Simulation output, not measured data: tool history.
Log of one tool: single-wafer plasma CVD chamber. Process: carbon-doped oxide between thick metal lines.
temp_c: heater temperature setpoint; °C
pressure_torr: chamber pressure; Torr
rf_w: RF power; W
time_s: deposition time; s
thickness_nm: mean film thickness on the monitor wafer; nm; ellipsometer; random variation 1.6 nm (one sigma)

run	hour	temp_c	pressure_torr	rf_w	time_s	thickness_nm
1	0	365	7	405	57.7	238.83
2	8.9	365	7.71	405	57.7	242.18
3	17.3	365	7.71	405	54.8	229.25
4	18.1	365	7.73	415	54.9	230.71
5	26.4	365	7.73	425	55.2	236.49
6	31	370	7.73	425	55.2	236.37
7	37.6	370	7.73	435	55.4	240.42

Run 8 comes next. What will it give?
8	38.2	370	7.73	445	55.5	?

thickness_nm: 245.8 nm
